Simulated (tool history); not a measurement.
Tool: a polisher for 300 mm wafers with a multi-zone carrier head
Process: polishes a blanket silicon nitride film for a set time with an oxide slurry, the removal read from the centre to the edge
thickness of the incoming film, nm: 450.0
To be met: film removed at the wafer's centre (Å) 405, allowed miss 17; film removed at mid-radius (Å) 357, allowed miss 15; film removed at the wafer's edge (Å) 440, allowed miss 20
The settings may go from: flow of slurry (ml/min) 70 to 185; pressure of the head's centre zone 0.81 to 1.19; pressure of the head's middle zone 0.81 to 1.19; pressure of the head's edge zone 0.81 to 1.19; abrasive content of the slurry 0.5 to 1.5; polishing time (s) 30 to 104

run	day	flow of slurry (ml/min)	pressure of the head's centre zone	pressure of the head's middle zone	pressure of the head's edge zone	abrasive content of the slurry	polishing time (s)	film removed at the wafer's centre (Å)	film removed at mid-radius (Å)	film removed at the wafer's edge (Å)
1	0	120	1	1	1	1	67	516.89	519.72	496.83
2	0.108	105	0.99	0.94	1.03	0.9	67	474.78	441.92	469.17
3	0.3	95	0.97	0.91	1.04	0.9	67	426.62	418.91	451.01
4	0.358	95	0.97	0.91	0.96	0.9	67	430.01	420.29	431.43
5	0.388	95	0.97	0.85	0.96	0.9	67	438.09	398.31	431.76
6	0.529	95	0.97	0.81	0.96	0.9	67	433.41	383.24	439.65
7	0.625	70	0.98	0.81	1.06	0.85	67	373.05	327.76	405.43
8	0.946	75	0.98	0.81	1.07	0.85	67	382.47	340.94	422.34

5 next moves are on the table. One of them brings every result within its allowed miss. Which?
A	1.267	70	0.84	0.82	1.12	0.9	71	?	?	?
B	1.267	80	0.99	0.82	1.11	0.7	76	?	?	?
C	1.267	100	0.83	0.83	1.19	0.7	72	?	?	?
D	1.267	85	0.9	0.9	1.05	1	60	?	?	?
E	1.267	80	0.88	0.81	1.19	0.8	71	?	?	?

move	film removed at the wafer's centre (Å)	film removed at mid-radius (Å)	film removed at the wafer's edge (Å)
A	345.09	357.21	459.16
B	403.85	352.28	441.05
C	354.71	366.07	456.25
D	363.7	374.16	418.14
E	363.86	352.47	461.17
A: further off than the last run
B: meets every target
C: further off than the last run
D: further off than the last run
E: further off than the last run
Move B is the one to make.

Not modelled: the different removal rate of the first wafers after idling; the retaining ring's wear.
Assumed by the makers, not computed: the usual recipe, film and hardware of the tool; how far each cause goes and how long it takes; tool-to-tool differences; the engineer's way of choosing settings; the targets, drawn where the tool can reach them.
